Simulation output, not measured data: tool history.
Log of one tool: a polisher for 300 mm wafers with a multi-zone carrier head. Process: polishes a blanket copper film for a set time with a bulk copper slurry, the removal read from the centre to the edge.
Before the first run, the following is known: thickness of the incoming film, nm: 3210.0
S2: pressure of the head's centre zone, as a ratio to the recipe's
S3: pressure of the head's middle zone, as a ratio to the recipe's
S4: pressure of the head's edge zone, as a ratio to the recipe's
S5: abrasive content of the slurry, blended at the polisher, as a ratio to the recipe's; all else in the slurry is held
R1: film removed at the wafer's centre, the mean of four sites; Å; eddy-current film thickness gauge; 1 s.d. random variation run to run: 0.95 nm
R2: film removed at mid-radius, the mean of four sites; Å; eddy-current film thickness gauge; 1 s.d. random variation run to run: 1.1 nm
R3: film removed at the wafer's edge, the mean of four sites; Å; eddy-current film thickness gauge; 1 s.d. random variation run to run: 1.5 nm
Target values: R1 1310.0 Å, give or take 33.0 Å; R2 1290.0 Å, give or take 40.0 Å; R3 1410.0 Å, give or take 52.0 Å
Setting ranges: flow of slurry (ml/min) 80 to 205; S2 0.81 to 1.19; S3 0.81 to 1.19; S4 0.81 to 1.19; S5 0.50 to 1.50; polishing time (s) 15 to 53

{"run": 1, "hour": 0.0, "flow of slurry (ml/min)": 135, "S2": 1.0, "S3": 1.0, "S4": 1.0, "S5": 1.0, "polishing time (s)": 34, "R1": 1978.3, "R2": 2030.4, "R3": 1952.9}
{"run": 2, "hour": 4.5, "flow of slurry (ml/min)": 105, "S2": 1.0, "S3": 1.0, "S4": 1.0, "S5": 1.0, "polishing time (s)": 34, "R1": 1930.7, "R2": 1952.3, "R3": 1911.0}
{"run": 3, "hour": 5.9, "flow of slurry (ml/min)": 105, "S2": 1.0, "S3": 1.0, "S4": 1.0, "S5": 1.0, "polishing time (s)": 39, "R1": 2210.1, "R2": 2266.7, "R3": 2228.5}
{"run": 4, "hour": 10.0, "flow of slurry (ml/min)": 80, "S2": 1.0, "S3": 1.0, "S4": 1.0, "S5": 1.0, "polishing time (s)": 39, "R1": 2104.5, "R2": 2145.2, "R3": 2155.0}
{"run": 5, "hour": 13.8, "flow of slurry (ml/min)": 80, "S2": 0.98, "S3": 0.97, "S4": 0.98, "S5": 0.9, "polishing time (s)": 37, "R1": 1939.7, "R2": 1981.7, "R3": 1989.2}
{"run": 6, "hour": 16.1, "flow of slurry (ml/min)": 80, "S2": 0.98, "S3": 0.91, "S4": 0.98, "S5": 0.9, "polishing time (s)": 37, "R1": 1924.1, "R2": 1887.3, "R3": 1989.5}
{"run": 7, "hour": 22.1, "flow of slurry (ml/min)": 80, "S2": 0.97, "S3": 0.89, "S4": 0.98, "S5": 0.85, "polishing time (s)": 35, "R1": 1763.2, "R2": 1737.9, "R3": 1844.3}
{"run": 8, "hour": 25.2, "flow of slurry (ml/min)": 80, "S2": 0.96, "S3": 0.88, "S4": 0.98, "S5": 0.8, "polishing time (s)": 33, "R1": 1656.5, "R2": 1571.8, "R3": 1733.6}
{"run": 9, "hour": 29.2, "flow of slurry (ml/min)": 80, "S2": 0.94, "S3": 0.88, "S4": 0.96, "S5": 0.75, "polishing time (s)": 32, "R1": 1557.6, "R2": 1509.6, "R3": 1660.0}
{"run": 10, "hour": 33.5, "flow of slurry (ml/min)": 90, "S2": 0.89, "S3": 0.84, "S4": 0.86, "S5": 0.5, "polishing time (s)": 28, "R1": 1247.6, "R2": 1219.9, "R3": 1318.5}
{"run": 11, "hour": 39.6, "flow of slurry (ml/min)": 95, "S2": 0.89, "S3": 0.84, "S4": 0.87, "S5": 0.5, "polishing time (s)": 28, "R1": 1247.7, "R2": 1211.1, "R3": 1334.1}
{"run": 12, "hour": 48.1, "flow of slurry (ml/min)": 125, "S2": 0.89, "S3": 0.88, "S4": 0.9, "S5": 0.55, "polishing time (s)": 28, "R1": 1335.2, "R2": 1328.3, "R3": 1422.3}

Consider the 5 candidate settings below. Which is the only one whose results all fall within their allowed miss of target?
{"run": "A", "hour": 56.6, "flow of slurry (ml/min)": 130, "S2": 0.89, "S3": 0.9, "S4": 0.93, "S5": 0.5, "polishing time (s)": 29, "R1": "?", "R2": "?", "R3": "?"}
{"run": "B", "hour": 56.6, "flow of slurry (ml/min)": 95, "S2": 0.99, "S3": 0.81, "S4": 1.0, "S5": 0.5, "polishing time (s)": 29, "R1": "?", "R2": "?", "R3": "?"}
{"run": "C", "hour": 56.6, "flow of slurry (ml/min)": 140, "S2": 0.9, "S3": 0.87, "S4": 0.99, "S5": 0.5, "polishing time (s)": 27, "R1": "?", "R2": "?", "R3": "?"}
{"run": "D", "hour": 56.6, "flow of slurry (ml/min)": 130, "S2": 0.9, "S3": 0.84, "S4": 0.87, "S5": 0.55, "polishing time (s)": 30, "R1": "?", "R2": "?", "R3": "?"}
{"run": "E", "hour": 56.6, "flow of slurry (ml/min)": 130, "S2": 0.94, "S3": 0.85, "S4": 0.97, "S5": 0.5, "polishing time (s)": 28, "R1": "?", "R2": "?", "R3": "?"}

move=A R1=1360.7 R2=1403.9 R3=1446.4
move=B R1=1399.6 R2=1242.0 R3=1452.6
move=C R1=1290.1 R2=1284.7 R3=1393.1
move=D R1=1440.2 R2=1398.0 R3=1479.3
move=E R1=1364.4 R2=1296.1 R3=1422.8
A: lands further from the targets than the last run did
B: takes the result that was furthest off past its target
C: meets every target
D: lands further from the targets than the last run did
E: corrects the largest miss of the last run, while another result sits out of spec
The right move is C.
